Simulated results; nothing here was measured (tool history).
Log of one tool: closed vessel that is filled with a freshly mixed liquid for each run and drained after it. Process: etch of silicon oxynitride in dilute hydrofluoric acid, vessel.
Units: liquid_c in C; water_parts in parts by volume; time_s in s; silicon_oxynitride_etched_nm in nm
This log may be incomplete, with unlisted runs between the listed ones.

run	hour	liquid_c	water_parts	time_s	silicon_oxynitride_etched_nm
1	0.0	21.0	50	275	8.3909
2	7.9	19.5	50	275	7.6684
3	10.2	19.0	50	275	7.5859
4	16.9	18.5	50	275	7.3725
5	19.6	17.0	50	275	6.8567
6	25.9	17.0	50	275	6.7302

Run 7 is up next; what results do you expect?
7	28.5	17.0	55	275	?

silicon_oxynitride_etched_nm: 6.1275 nm
